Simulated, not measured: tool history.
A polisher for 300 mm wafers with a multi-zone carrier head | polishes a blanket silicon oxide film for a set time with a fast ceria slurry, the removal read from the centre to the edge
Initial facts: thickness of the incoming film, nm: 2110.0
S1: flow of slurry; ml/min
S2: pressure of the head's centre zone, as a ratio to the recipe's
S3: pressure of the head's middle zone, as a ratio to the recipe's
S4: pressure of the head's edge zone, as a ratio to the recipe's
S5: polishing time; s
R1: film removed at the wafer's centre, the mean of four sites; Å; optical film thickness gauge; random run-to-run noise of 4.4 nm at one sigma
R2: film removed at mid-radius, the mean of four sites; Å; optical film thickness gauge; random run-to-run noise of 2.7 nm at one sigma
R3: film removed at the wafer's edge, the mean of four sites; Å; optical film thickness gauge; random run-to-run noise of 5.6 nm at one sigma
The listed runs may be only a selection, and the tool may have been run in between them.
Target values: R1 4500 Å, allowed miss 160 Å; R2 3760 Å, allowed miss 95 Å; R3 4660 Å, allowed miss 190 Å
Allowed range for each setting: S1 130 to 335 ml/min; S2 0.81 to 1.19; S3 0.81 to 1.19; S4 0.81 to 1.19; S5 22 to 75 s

run	day	S1	S2	S3	S4	S5	R1	R2	R3
1	0	215	1	1	1	48	5249.9	5220	5268.6
2	0.175	215	1	1	1	36	4009.6	3911	4001.3
3	0.296	220	1.02	0.96	1.06	37	4151.5	3922.3	4216.8
4	0.375	220	1.04	0.92	1.1	38	4287.2	3871.6	4397.7
5	0.729	220	1.04	0.92	1.1	50	5659	5080.5	5697.5
6	0.788	220	1.04	0.92	1.1	43	4824.7	4378.4	4945.9
7	0.875	205	1.04	0.88	1.09	43	4795.1	4141.5	4861.6
8	0.992	190	1.03	0.86	1.08	43	4685.3	4018	4775.5
9	1.308	180	1.02	0.85	1.08	43	4576	3978	4803.7
10	1.683	170	1.02	0.84	1.07	43	4559.3	3899.9	4776.8

Which one of the following 4 next-run settings gets every result inside its allowed miss? There is exactly one.
A	2.058	140	1.05	0.81	1.11	43	?	?	?
B	2.058	145	1.06	0.86	1.14	42	?	?	?
C	2.058	160	1.09	0.81	1.05	43	?	?	?
D	2.058	195	0.96	0.87	1.14	43	?	?	?

move	R1	R2	R3
A	4409.4	3608.5	4615.4
B	4392	3733	4594.6
C	4740	3719.8	4587.5
D	4349.8	4094.9	4908.8
A: pushes the last run's worst result past its target
B: all results land within tolerance of their targets
C: brings the last run's worst result on target, with another outside its allowed miss
D: misses by more than the last run did
So the answer is move B, the one that meets all the targets.

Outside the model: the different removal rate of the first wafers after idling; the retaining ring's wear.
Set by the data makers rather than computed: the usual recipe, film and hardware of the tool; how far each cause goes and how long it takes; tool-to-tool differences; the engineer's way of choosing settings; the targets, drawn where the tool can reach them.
